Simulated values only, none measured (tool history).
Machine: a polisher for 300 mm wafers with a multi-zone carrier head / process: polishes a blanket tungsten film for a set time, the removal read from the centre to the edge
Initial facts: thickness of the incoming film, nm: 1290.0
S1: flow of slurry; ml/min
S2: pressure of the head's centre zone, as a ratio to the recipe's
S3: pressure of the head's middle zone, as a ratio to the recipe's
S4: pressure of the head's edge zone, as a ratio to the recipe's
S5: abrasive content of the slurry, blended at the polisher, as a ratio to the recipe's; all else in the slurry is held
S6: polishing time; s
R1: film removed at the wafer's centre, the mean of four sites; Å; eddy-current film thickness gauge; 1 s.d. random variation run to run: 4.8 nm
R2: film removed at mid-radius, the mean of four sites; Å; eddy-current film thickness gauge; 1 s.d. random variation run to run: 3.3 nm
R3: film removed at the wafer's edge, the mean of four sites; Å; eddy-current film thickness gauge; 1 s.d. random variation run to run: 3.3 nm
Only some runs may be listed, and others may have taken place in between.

Run 1, day 0: S1 175 ml/min, S2 1, S3 1, S4 1, S5 1, S6 49 s. Result: R1 3638.4 Å, R2 3749 Å, R3 3799.7 Å.
Run 2, day 0.104: S1 175 ml/min, S2 1, S3 1, S4 1, S5 0.85, S6 49 s. Result: R1 3489.5 Å, R2 3634.9 Å, R3 3645.8 Å.
Run 3, day 0.354: S1 185 ml/min, S2 1.02, S3 1, S4 1.03, S5 0.9, S6 49 s. Result: R1 3557 Å, R2 3743.1 Å, R3 3789 Å.
Run 4, day 0.388: S1 185 ml/min, S2 1.02, S3 1, S4 0.96, S5 0.9, S6 49 s. Result: R1 3538.8 Å, R2 3698.8 Å, R3 3699.7 Å.
Run 5, day 0.571: S1 195 ml/min, S2 1.04, S3 0.99, S4 0.99, S5 0.95, S6 49 s. Result: R1 3746.9 Å, R2 3814.9 Å, R3 3773.2 Å.
At day 0.608: centre zone pressure recalibrated.
Run 6, day 0.608: S1 195 ml/min, S2 1.04, S3 0.99, S4 0.93, S5 0.95, S6 49 s. Result: R1 3888.4 Å, R2 3838.7 Å, R3 3677.2 Å.
Run 7, day 0.946: S1 200 ml/min, S2 1.05, S3 0.98, S4 0.96, S5 1, S6 49 s. Result: R1 4011.9 Å, R2 3807 Å, R3 3844.9 Å.

What will run 8 give?
Run 8, day 1.217: S1 210 ml/min, S2 1.05, S3 0.98, S4 0.98, S5 1, S6 49 s. Result: R1 ?, R2 ?, R3 ?.

{"run 8": {"R1": 4058.4, "R2": 3852.3, "R3": 3887.1}}
